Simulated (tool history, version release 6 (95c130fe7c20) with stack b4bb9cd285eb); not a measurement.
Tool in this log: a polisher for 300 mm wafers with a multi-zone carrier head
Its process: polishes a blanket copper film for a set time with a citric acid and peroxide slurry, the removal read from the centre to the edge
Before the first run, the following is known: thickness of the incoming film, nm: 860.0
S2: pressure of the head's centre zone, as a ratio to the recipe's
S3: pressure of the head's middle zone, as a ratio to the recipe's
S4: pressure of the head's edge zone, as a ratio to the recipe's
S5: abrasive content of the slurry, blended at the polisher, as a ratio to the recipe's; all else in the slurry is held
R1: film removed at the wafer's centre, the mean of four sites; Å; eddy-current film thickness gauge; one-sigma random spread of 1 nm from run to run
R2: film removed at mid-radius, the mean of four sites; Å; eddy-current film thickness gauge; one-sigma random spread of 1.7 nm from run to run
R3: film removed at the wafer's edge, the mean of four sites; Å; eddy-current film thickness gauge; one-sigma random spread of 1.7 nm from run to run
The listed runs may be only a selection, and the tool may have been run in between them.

run 1 hour=0 | flow_of_slurry_(ml/min)=260 S2=1 S3=1 S4=1 S5=1 polishing_time_(s)=88 | R1=2048.6 R2=1950.3 R3=2019.7
run 2 hour=3.3 | flow_of_slurry_(ml/min)=260 S2=1.04 S3=1 S4=1 S5=1 polishing_time_(s)=88 | R1=2082.5 R2=1953.8 R3=2017.4
run 3 hour=8.7 | flow_of_slurry_(ml/min)=260 S2=1.01 S3=1 S4=1 S5=1 polishing_time_(s)=88 | R1=2028.7 R2=1940.9 R3=2018.5
run 4 hour=16.4 | flow_of_slurry_(ml/min)=260 S2=1.01 S3=1 S4=0.96 S5=1 polishing_time_(s)=88 | R1=2041.7 R2=1969.1 R3=2033.9
run 5 hour=24.6 | flow_of_slurry_(ml/min)=255 S2=0.99 S3=1 S4=0.96 S5=0.9 polishing_time_(s)=78 | R1=1723.1 R2=1656.2 R3=1740.4
run 6 hour=30.3 | flow_of_slurry_(ml/min)=255 S2=0.99 S3=1 S4=0.96 S5=1.1 polishing_time_(s)=78 | R1=1819 R2=1791.2 R3=1786.7

Run 7 comes next. What will it give?
run 7 hour=32.4 | flow_of_slurry_(ml/min)=260 S2=0.93 S3=1.02 S4=0.86 S5=0.85 polishing_time_(s)=53 | R1=? R2=? R3=?

R1: 1136.5 Å
R2: 1141.3 Å
R3: 1114.4 Å

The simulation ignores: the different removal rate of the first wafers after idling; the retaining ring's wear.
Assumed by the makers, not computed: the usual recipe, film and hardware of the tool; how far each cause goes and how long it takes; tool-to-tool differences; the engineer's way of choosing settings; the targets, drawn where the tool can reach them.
